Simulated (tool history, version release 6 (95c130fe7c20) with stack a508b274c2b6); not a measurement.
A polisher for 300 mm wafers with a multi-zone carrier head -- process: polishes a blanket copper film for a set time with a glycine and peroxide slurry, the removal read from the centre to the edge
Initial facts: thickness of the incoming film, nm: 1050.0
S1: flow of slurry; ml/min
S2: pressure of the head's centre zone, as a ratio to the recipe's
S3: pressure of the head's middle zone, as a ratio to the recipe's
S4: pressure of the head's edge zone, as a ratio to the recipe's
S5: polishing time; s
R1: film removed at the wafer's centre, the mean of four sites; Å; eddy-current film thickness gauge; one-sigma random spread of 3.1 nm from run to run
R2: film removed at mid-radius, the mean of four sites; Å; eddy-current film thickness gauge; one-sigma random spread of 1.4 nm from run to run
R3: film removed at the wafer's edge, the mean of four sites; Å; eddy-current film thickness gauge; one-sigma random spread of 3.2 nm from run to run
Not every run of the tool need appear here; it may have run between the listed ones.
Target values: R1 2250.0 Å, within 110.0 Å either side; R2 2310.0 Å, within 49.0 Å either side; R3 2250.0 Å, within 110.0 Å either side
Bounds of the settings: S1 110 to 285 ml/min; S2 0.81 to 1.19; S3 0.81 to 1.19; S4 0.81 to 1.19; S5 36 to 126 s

run 1 day=0.000 | S1=180 S2=1.00 S3=1.00 S4=1.00 S5=81 | R1=3863.9 R2=3774.0 R3=3730.0
run 2 day=0.021 | S1=170 S2=0.97 S3=0.98 S4=0.95 S5=70 | R1=3147.1 R2=3163.0 R3=3074.1
run 3 day=0.221 | S1=170 S2=0.97 S3=0.98 S4=1.00 S5=70 | R1=3161.1 R2=3147.5 R3=3096.9
run 4 day=0.500 | S1=170 S2=0.97 S3=0.98 S4=1.00 S5=81 | R1=3673.3 R2=3676.1 R3=3751.6
-- day=0.833 worn pad replaced by a new one
run 5 day=0.833 | S1=170 S2=0.91 S3=0.98 S4=1.00 S5=81 | R1=3658.8 R2=3944.5 R3=3976.5
run 6 day=1.204 | S1=140 S2=0.91 S3=0.98 S4=1.00 S5=81 | R1=3514.4 R2=3779.2 R3=3882.1
run 7 day=1.404 | S1=150 S2=0.90 S3=0.95 S4=0.95 S5=70 | R1=3065.1 R2=3250.4 R3=3184.6
run 8 day=1.433 | S1=140 S2=0.89 S3=0.92 S4=0.93 S5=63 | R1=2682.4 R2=2781.8 R3=2850.0
run 9 day=1.788 | S1=140 S2=0.89 S3=0.91 S4=0.90 S5=59 | R1=2449.2 R2=2542.1 R3=2681.0
run 10 day=1.850 | S1=150 S2=0.91 S3=0.93 S4=0.88 S5=56 | R1=2440.8 R2=2538.2 R3=2522.7
run 11 day=2.033 | S1=145 S2=0.92 S3=0.93 S4=0.86 S5=54 | R1=2427.8 R2=2426.3 R3=2382.3
run 12 day=2.154 | S1=145 S2=0.91 S3=0.93 S4=0.85 S5=53 | R1=2273.4 R2=2392.4 R3=2375.4

Pick the move, out of 4, that brings all results within their allowed miss; only one does.
run A day=2.275 | S1=155 S2=0.89 S3=0.92 S4=0.82 S5=51 | R1=? R2=? R3=?
run B day=2.275 | S1=125 S2=0.88 S3=0.96 S4=0.82 S5=56 | R1=? R2=? R3=?
run C day=2.275 | S1=165 S2=0.94 S3=1.02 S4=0.81 S5=49 | R1=? R2=? R3=?
run D day=2.275 | S1=225 S2=1.02 S3=0.93 S4=0.97 S5=46 | R1=? R2=? R3=?

move=A R1=2171.9 R2=2305.6 R3=2257.2
move=B R1=2242.3 R2=2507.9 R3=2399.1
move=C R1=2227.4 R2=2442.8 R3=2172.1
move=D R1=2380.7 R2=2222.7 R3=2293.1
A: meets every target
B: further off than the last run
C: further off than the last run
D: pushes the last run's worst result past its target
Correct choice: A, which meets every target

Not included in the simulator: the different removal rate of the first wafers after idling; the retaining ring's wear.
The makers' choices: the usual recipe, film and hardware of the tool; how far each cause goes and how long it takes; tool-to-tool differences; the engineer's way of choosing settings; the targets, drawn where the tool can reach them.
